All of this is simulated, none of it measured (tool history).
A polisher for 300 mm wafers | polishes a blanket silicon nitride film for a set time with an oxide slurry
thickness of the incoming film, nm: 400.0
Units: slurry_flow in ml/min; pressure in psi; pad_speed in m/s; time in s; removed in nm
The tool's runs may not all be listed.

run  hour  slurry_flow  pressure  pad_speed  slurry_solids  time  removed
  1     0          315       2.7        0.9              1    43   18.984
  2   0.6          315       2.7        0.9            1.1    43   19.279
  3   6.7          275       2.7        0.9            1.1    43   19.325
  4   9.4          275       2.7        0.9            1.1    38   17.366
  5  15.5          330       2.7        0.9            1.1    38   17.736
  6    22          330       2.4        0.9            1.1    38    16.08
  7    28          330       2.2       0.88            1.1    38   15.125
  8  33.2          330         2       0.86            1.1    38   14.226

Forecast run 9:
  9  37.4          330         2       0.86            1.1    38        ?

Run 9 gave removed 14.086 nm.
